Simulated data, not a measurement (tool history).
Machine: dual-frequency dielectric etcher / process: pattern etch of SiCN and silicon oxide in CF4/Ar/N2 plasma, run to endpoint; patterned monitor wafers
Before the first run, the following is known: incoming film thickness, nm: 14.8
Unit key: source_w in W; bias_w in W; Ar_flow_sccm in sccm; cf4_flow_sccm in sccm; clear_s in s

run 1 hour=0 | source_w=560 bias_w=73 Ar_flow_sccm=77 cf4_flow_sccm=55 | clear_s=13.448
run 2 hour=4.4 | source_w=530 bias_w=72 Ar_flow_sccm=77 cf4_flow_sccm=55 | clear_s=14.149
run 3 hour=5.3 | source_w=430 bias_w=72 Ar_flow_sccm=77 cf4_flow_sccm=55 | clear_s=17.091
run 4 hour=12.3 | source_w=430 bias_w=84 Ar_flow_sccm=77 cf4_flow_sccm=55 | clear_s=16.714
run 5 hour=19.8 | source_w=430 bias_w=96 Ar_flow_sccm=77 cf4_flow_sccm=55 | clear_s=16.175
run 6 hour=25.3 | source_w=430 bias_w=96 Ar_flow_sccm=77 cf4_flow_sccm=63 | clear_s=16.032

Run 7, settings as shown, results not yet in. Your forecast:
run 7 hour=30.8 | source_w=420 bias_w=96 Ar_flow_sccm=77 cf4_flow_sccm=63 | clear_s=?

clear_s: 16.433 s

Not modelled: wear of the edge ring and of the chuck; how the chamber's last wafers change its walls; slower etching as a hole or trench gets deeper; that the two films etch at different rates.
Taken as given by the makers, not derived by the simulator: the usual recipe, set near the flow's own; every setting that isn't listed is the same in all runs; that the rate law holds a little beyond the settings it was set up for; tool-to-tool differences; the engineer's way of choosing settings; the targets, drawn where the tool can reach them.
